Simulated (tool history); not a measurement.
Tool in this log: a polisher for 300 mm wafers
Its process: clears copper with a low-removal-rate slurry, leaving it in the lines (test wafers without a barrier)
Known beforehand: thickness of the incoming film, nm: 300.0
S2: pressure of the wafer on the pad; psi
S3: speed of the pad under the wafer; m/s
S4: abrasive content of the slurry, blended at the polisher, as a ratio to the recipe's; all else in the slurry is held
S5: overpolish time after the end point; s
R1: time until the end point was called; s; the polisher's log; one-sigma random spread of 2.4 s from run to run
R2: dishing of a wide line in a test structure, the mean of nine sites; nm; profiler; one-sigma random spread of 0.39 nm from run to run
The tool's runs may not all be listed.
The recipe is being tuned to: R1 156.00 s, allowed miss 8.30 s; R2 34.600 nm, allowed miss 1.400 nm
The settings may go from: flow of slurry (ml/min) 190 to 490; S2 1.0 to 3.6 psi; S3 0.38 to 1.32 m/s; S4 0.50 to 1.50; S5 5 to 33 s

run 1 hour=0.0 | flow_of_slurry_(ml/min)=315 S2=2.3 S3=0.84 S4=1.00 S5=17 | R1=169.92 R2=22.759
run 2 hour=7.1 | flow_of_slurry_(ml/min)=315 S2=2.0 S3=0.84 S4=1.00 S5=17 | R1=193.68 R2=20.348
run 3 hour=11.7 | flow_of_slurry_(ml/min)=240 S2=2.0 S3=0.84 S4=1.00 S5=17 | R1=202.87 R2=19.888
run 4 hour=16.7 | flow_of_slurry_(ml/min)=240 S2=2.0 S3=0.84 S4=0.90 S5=17 | R1=203.57 R2=19.541
run 5 hour=25.3 | flow_of_slurry_(ml/min)=250 S2=2.2 S3=0.84 S4=0.95 S5=19 | R1=180.75 R2=23.389
run 6 hour=28.1 | flow_of_slurry_(ml/min)=260 S2=2.2 S3=0.84 S4=1.00 S5=21 | R1=180.36 R2=26.218
run 7 hour=36.3 | flow_of_slurry_(ml/min)=265 S2=2.3 S3=0.84 S4=1.00 S5=22 | R1=168.38 R2=28.252
run 8 hour=43.9 | flow_of_slurry_(ml/min)=265 S2=2.3 S3=0.84 S4=1.00 S5=23 | R1=172.49 R2=29.813
run 9 hour=47.6 | flow_of_slurry_(ml/min)=265 S2=2.4 S3=0.84 S4=1.00 S5=23 | R1=164.39 R2=29.734
run 10 hour=49.6 | flow_of_slurry_(ml/min)=270 S2=2.4 S3=0.84 S4=1.00 S5=24 | R1=166.46 R2=31.338

5 next moves are on the table. One of them brings every result within its allowed miss. Which?
run A hour=51.6 | flow_of_slurry_(ml/min)=195 S2=2.5 S3=0.76 S4=0.95 S5=29 | R1=? R2=?
run B hour=51.6 | flow_of_slurry_(ml/min)=335 S2=2.4 S3=0.98 S4=1.05 S5=23 | R1=? R2=?
run C hour=51.6 | flow_of_slurry_(ml/min)=270 S2=2.8 S3=0.72 S4=1.10 S5=25 | R1=? R2=?
run D hour=51.6 | flow_of_slurry_(ml/min)=280 S2=2.2 S3=0.96 S4=1.10 S5=22 | R1=? R2=?
run E hour=51.6 | flow_of_slurry_(ml/min)=210 S2=3.0 S3=0.94 S4=0.80 S5=25 | R1=? R2=?

move=A R1=182.37 R2=34.311
move=B R1=143.20 R2=34.508
move=C R1=156.35 R2=34.688
move=D R1=158.93 R2=30.381
move=E R1=135.34 R2=39.145
A: the furthest-off result lands on target, but another misses its tolerance
B: the furthest-off result lands on target, but another misses its tolerance
C: all results land within tolerance of their targets
D: further off than the last run
E: moves the result that the last run missed by most past its target, out the other side
So the answer is move C, the one that meets all the targets.
